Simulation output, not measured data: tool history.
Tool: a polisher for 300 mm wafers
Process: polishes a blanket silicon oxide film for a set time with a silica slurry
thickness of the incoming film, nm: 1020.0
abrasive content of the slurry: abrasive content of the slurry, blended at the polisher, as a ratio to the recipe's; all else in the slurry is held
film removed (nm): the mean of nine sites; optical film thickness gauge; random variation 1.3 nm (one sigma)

run,hour,flow of slurry (ml/min),pressure of the wafer on the pad (psi),speed of the pad under the wafer (cm/s),abrasive content of the slurry,polishing time (s),film removed (nm)
1,0.0,265,3.6,98,1.0,35,78.668
2,8.7,225,3.6,98,1.0,35,76.014
3,12.9,225,3.6,98,1.0,32,67.690
4,14.3,265,4.0,98,1.0,32,78.004
5,16.7,265,4.0,86,1.0,32,71.086
# hour 21.1: slurry nozzle cleaned
6,21.1,280,4.5,88,1.0,32,86.925
7,23.2,290,4.7,88,1.0,32,93.761
8,30.9,300,4.8,88,1.0,32,92.839
9,38.2,300,5.0,88,1.0,32,98.049

Forecast run 10:
10,39.7,305,5.1,88,1.0,32,?

Run 10 gave film removed (nm) 98.910.
